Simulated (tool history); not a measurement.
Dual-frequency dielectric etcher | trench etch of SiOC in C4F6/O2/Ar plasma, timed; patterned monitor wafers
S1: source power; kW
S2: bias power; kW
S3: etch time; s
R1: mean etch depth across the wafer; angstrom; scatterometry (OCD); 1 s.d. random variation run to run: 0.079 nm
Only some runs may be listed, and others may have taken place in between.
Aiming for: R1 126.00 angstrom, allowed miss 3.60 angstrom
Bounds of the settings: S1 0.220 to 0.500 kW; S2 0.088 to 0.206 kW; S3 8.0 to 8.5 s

run 1 day=0.000 | S1=0.360 S2=0.147 S3=8.5 | R1=149.23
run 2 day=0.371 | S1=0.360 S2=0.131 S3=8.5 | R1=142.45
run 3 day=0.633 | S1=0.320 S2=0.131 S3=8.5 | R1=137.51
run 4 day=0.792 | S1=0.310 S2=0.129 S3=8.5 | R1=135.57
run 5 day=0.896 | S1=0.310 S2=0.129 S3=8.5 | R1=136.13
run 6 day=1.108 | S1=0.340 S2=0.129 S3=8.5 | R1=141.70
run 7 day=1.333 | S1=0.330 S2=0.127 S3=8.5 | R1=139.11
run 8 day=1.496 | S1=0.320 S2=0.125 S3=8.5 | R1=135.07
run 9 day=1.738 | S1=0.310 S2=0.124 S3=8.5 | R1=134.09
run 10 day=2.025 | S1=0.300 S2=0.123 S3=8.5 | R1=132.49
run 11 day=2.212 | S1=0.290 S2=0.122 S3=8.5 | R1=131.66

Exercise: of the 4 proposed moves below, exactly one satisfies all targets within the stated allowed misses. Which move is it?
run A day=2.400 | S1=0.280 S2=0.110 S3=8.0 | R1=?
run B day=2.400 | S1=0.250 S2=0.142 S3=8.5 | R1=?
run C day=2.400 | S1=0.280 S2=0.102 S3=8.0 | R1=?
run D day=2.400 | S1=0.320 S2=0.125 S3=8.5 | R1=?

move=A R1=118.99
move=B R1=127.55
move=C R1=117.28
move=D R1=136.74
A: pushes the last run's worst result past its target
B: every result within its allowed miss
C: pushes the last run's worst result past its target
D: misses by more than the last run did
Move B is the one to make.
